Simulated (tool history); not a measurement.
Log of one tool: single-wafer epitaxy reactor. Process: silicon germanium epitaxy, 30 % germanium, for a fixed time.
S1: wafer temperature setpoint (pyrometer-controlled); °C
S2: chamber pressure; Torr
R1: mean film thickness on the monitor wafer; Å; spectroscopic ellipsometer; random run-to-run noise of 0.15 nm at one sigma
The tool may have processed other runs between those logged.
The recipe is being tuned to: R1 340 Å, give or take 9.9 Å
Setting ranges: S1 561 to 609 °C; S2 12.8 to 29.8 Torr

run	hour	S1	S2	R1
1	0	585	21.3	435.57
2	2.7	582	21.2	410.68
3	11	582	19.8	403.69
4	14.9	580	19.7	385.08
5	21.6	590	19.7	476.32
6	24.2	586	19.5	438.19
7	32.7	583	19.4	407.32
8	37.5	581	19.3	390.75
9	42.6	579	19.2	372.02
10	46.3	578	19.2	366.4
11	50.4	577	19.2	357.68

Which of these 4 next moves meets every target?
A	54.5	574	21.2	?
B	54.5	579	18.9	?
C	54.5	582	15.9	?
D	54.5	579	22.9	?

move	R1
A	344.09
B	371.9
C	378.88
D	392.93
A: meets every target
B: lands further from the targets than the last run did
C: lands further from the targets than the last run did
D: lands further from the targets than the last run did
Move A is the one to make.
